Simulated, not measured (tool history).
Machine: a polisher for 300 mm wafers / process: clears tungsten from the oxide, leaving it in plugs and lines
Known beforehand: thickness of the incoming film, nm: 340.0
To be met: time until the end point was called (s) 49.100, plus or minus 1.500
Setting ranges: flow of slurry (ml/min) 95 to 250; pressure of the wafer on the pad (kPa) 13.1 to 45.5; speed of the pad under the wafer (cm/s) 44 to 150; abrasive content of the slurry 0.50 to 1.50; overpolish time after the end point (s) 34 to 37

| run | day | flow of slurry (ml/min) | pressure of the wafer on the pad (kPa) | speed of the pad under the wafer (cm/s) | abrasive content of the slurry | overpolish time after the end point (s) | time until the end point was called (s) |
|---|---|---|---|---|---|---|---|
| 1 | 0.000 | 160 | 29.0 | 96 | 1.00 | 34 | 60.818 |
| 2 | 0.146 | 165 | 30.3 | 96 | 1.00 | 34 | 58.315 |
| 3 | 0.446 | 165 | 31.7 | 96 | 1.00 | 34 | 56.156 |
| 4 | 0.588 | 165 | 32.4 | 96 | 1.00 | 34 | 55.323 |
| 5 | 0.738 | 170 | 33.1 | 96 | 1.00 | 34 | 53.783 |
| 6 | 1.062 | 170 | 33.1 | 96 | 1.10 | 34 | 52.841 |
| 7 | 1.183 | 170 | 33.1 | 96 | 1.10 | 34 | 52.692 |
| 8 | 1.433 | 170 | 33.8 | 96 | 1.10 | 34 | 51.470 |

5 next moves are on the table. One of them brings every result within its allowed miss. Which?
| A | 1.683 | 115 | 39.3 | 80 | 1.45 | 34 | ? |
| B | 1.683 | 195 | 29.0 | 120 | 1.35 | 37 | ? |
| C | 1.683 | 165 | 36.5 | 96 | 1.05 | 37 | ? |
| D | 1.683 | 130 | 33.8 | 118 | 1.10 | 34 | ? |
| E | 1.683 | 185 | 41.4 | 90 | 1.05 | 34 | ? |

| move | time until the end point was called (s) |
|---|---|
| A | 53.488 |
| B | 45.476 |
| C | 48.834 |
| D | 44.794 |
| E | 45.159 |
A: the biggest miss grows against the last run
B: moves the result that the last run missed by most past its target, out the other side
C: all results land within tolerance of their targets
D: moves the result that the last run missed by most past its target, out the other side
E: moves the result that the last run missed by most past its target, out the other side
Move C is the one to make.
